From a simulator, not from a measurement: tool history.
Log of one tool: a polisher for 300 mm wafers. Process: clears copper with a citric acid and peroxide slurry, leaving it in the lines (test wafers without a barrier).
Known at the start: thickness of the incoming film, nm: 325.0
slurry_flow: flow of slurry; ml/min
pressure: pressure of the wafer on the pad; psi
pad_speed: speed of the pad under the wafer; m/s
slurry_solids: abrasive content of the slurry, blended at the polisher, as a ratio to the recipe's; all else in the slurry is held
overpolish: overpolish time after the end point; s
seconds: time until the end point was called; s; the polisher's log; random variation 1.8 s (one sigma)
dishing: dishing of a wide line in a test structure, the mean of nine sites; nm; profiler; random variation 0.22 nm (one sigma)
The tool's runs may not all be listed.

run,hour,slurry_flow,pressure,pad_speed,slurry_solids,overpolish,seconds,dishing
1,0,215,3,1.12,1,22,115.11,19.638
2,5.6,215,3,1.12,0.8,22,120.59,19.289
3,6.3,215,3,1.28,0.8,22,104.48,20.213
4,7.9,215,3,1.28,0.95,22,102.42,19.838
5,13.9,210,2.6,1.26,0.95,25,114.39,20.599
6,17.2,190,2.6,1.26,0.95,25,113.26,20.249
7,22,195,2.3,1.24,0.95,27,124.68,20.146
8,25.5,195,2.1,1.2,0.95,29,134.81,20.16

The next listed run, before its measurement:
9,27.8,195,1.9,1.18,0.95,31,?,?

seconds: 144.45 s
dishing: 20.194 nm
